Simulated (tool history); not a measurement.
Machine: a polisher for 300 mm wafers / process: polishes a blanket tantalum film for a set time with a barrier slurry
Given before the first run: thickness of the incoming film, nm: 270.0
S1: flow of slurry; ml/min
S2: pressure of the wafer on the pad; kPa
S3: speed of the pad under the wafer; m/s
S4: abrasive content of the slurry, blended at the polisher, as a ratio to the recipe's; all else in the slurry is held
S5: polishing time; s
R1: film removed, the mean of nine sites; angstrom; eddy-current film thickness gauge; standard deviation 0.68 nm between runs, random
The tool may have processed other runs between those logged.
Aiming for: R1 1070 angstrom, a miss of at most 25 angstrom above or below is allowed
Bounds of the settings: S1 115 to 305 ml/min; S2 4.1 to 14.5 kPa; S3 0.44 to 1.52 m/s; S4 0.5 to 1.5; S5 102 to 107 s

run 1 hour=0 | S1=195 S2=9 S3=0.98 S4=1 S5=102 | R1=915.86
run 2 hour=1.3 | S1=195 S2=9 S3=0.98 S4=1 S5=102 | R1=914.42
run 3 hour=7.5 | S1=200 S2=9 S3=0.98 S4=1 S5=102 | R1=927.07
run 4 hour=8.2 | S1=210 S2=9 S3=0.98 S4=1 S5=102 | R1=927.11
run 5 hour=16.1 | S1=210 S2=9 S3=0.98 S4=1.2 S5=102 | R1=962.2
run 6 hour=21 | S1=215 S2=9 S3=0.98 S4=1.2 S5=102 | R1=961.49
run 7 hour=24.8 | S1=220 S2=9 S3=0.98 S4=1.2 S5=102 | R1=973.13
run 8 hour=30.2 | S1=225 S2=9 S3=0.98 S4=1.2 S5=102 | R1=975.36
run 9 hour=38.4 | S1=230 S2=9 S3=0.98 S4=1.2 S5=102 | R1=984.94
run 10 hour=45 | S1=235 S2=9 S3=0.98 S4=1.2 S5=102 | R1=979.24

Which one of the following 5 next-run settings gets every result inside its allowed miss? There is exactly one.
run A hour=51.6 | S1=195 S2=7.6 S3=1.2 S4=1.05 S5=107 | R1=?
run B hour=51.6 | S1=245 S2=9 S3=0.86 S4=1.45 S5=102 | R1=?
run C hour=51.6 | S1=220 S2=9.7 S3=0.94 S4=1.25 S5=107 | R1=?
run D hour=51.6 | S1=235 S2=9 S3=0.96 S4=1.25 S5=106 | R1=?
run E hour=51.6 | S1=225 S2=10.3 S3=0.98 S4=1.15 S5=104 | R1=?

move=A R1=1011.9
move=B R1=900.26
move=C R1=1061.4
move=D R1=1006.4
move=E R1=1132.4
A: closes in on the targets versus the last run, not all within tolerance yet
B: moves away from the targets compared with the last run
C: each result inside its tolerance
D: closes in on the targets versus the last run, not all within tolerance yet
E: takes the biggest miss from the last run beyond its target
Answer: C
